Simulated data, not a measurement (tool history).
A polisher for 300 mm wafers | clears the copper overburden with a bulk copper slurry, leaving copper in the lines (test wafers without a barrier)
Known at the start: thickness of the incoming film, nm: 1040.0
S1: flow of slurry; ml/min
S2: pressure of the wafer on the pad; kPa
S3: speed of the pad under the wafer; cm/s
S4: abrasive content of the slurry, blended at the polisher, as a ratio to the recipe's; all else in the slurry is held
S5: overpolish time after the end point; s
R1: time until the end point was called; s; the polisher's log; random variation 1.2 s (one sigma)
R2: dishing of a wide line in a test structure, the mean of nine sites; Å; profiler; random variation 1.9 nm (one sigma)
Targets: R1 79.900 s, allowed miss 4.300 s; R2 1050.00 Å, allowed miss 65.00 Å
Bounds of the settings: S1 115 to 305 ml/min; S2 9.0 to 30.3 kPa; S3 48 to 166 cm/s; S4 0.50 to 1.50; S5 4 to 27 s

Run 1, hour 0.0: S1 195 ml/min, S2 19.3 kPa, S3 106 cm/s, S4 1.00, S5 14 s. Result: R1 107.980 s, R2 729.09 Å.
Run 2, hour 7.3: S1 195 ml/min, S2 19.3 kPa, S3 106 cm/s, S4 1.00, S5 18 s. Result: R1 106.310 s, R2 799.45 Å.
Run 3, hour 10.1: S1 195 ml/min, S2 20.7 kPa, S3 106 cm/s, S4 1.00, S5 19 s. Result: R1 97.024 s, R2 890.08 Å.
Run 4, hour 13.7: S1 195 ml/min, S2 20.7 kPa, S3 126 cm/s, S4 1.00, S5 19 s. Result: R1 85.378 s, R2 988.95 Å.
Run 5, hour 20.3: S1 160 ml/min, S2 20.7 kPa, S3 126 cm/s, S4 1.00, S5 19 s. Result: R1 87.644 s, R2 938.68 Å.
Run 6, hour 28.1: S1 160 ml/min, S2 20.7 kPa, S3 150 cm/s, S4 1.00, S5 19 s. Result: R1 73.472 s, R2 1026.80 Å.
Run 7, hour 30.7: S1 160 ml/min, S2 20.0 kPa, S3 150 cm/s, S4 1.00, S5 20 s. Result: R1 74.710 s, R2 1040.40 Å.
Run 8, hour 35.1: S1 160 ml/min, S2 20.0 kPa, S3 150 cm/s, S4 1.00, S5 21 s. Result: R1 72.914 s, R2 1029.00 Å.

4 next moves are on the table. One of them brings every result within its allowed miss. Which?
Run A, hour 39.5: S1 155 ml/min, S2 17.9 kPa, S3 144 cm/s, S4 0.95, S5 18 s. Result: R1 ?, R2 ?.
Run B, hour 39.5: S1 150 ml/min, S2 19.3 kPa, S3 146 cm/s, S4 1.20, S5 22 s. Result: R1 ?, R2 ?.
Run C, hour 39.5: S1 160 ml/min, S2 15.2 kPa, S3 166 cm/s, S4 1.00, S5 18 s. Result: R1 ?, R2 ?.
Run D, hour 39.5: S1 140 ml/min, S2 14.5 kPa, S3 158 cm/s, S4 1.30, S5 21 s. Result: R1 ?, R2 ?.

move      R1      R2
   A  88.274  863.73
   B  77.803  988.10
   C  88.776  838.80
   D  94.864  861.59
A: takes the result that was furthest off past its target
B: meets every target
C: takes the result that was furthest off past its target
D: takes the result that was furthest off past its target
The right move is B.

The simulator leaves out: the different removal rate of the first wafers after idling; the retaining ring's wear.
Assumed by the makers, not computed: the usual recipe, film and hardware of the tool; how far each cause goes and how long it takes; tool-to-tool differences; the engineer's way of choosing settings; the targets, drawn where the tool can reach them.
